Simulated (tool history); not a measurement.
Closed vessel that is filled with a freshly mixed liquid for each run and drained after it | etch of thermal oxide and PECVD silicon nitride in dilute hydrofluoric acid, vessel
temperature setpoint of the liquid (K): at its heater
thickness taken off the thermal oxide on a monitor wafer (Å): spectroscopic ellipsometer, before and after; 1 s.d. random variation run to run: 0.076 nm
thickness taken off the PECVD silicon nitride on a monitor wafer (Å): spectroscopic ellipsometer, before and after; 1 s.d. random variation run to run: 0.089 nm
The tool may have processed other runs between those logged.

run,hour,temperature setpoint of the liquid (K),parts of water to one part of 49 % hydrofluoric acid (parts by volume),time in the liquid (s),thickness taken off the thermal oxide on a monitor wafer (Å),thickness taken off the PECVD silicon nitride on a monitor wafer (Å)
1,0,296.15,290,1800,232.75,192.18
2,1.6,296.15,325,1800,199.36,173.24
3,4.8,294.65,300,1730,202.51,161.66
4,8.6,294.65,300,1240,144.78,117
5,9.3,294.15,265,1175,158.17,121.27
6,14.6,294.15,265,1440,192.95,148.16

What does the tool deliver on the next run?
7,23.1,293.15,250,1410,?,?

{"run 7": {"thickness taken off the thermal oxide on a monitor wafer (Å)": 195.53, "thickness taken off the PECVD silicon nitride on a monitor wafer (Å)": 144.69}}

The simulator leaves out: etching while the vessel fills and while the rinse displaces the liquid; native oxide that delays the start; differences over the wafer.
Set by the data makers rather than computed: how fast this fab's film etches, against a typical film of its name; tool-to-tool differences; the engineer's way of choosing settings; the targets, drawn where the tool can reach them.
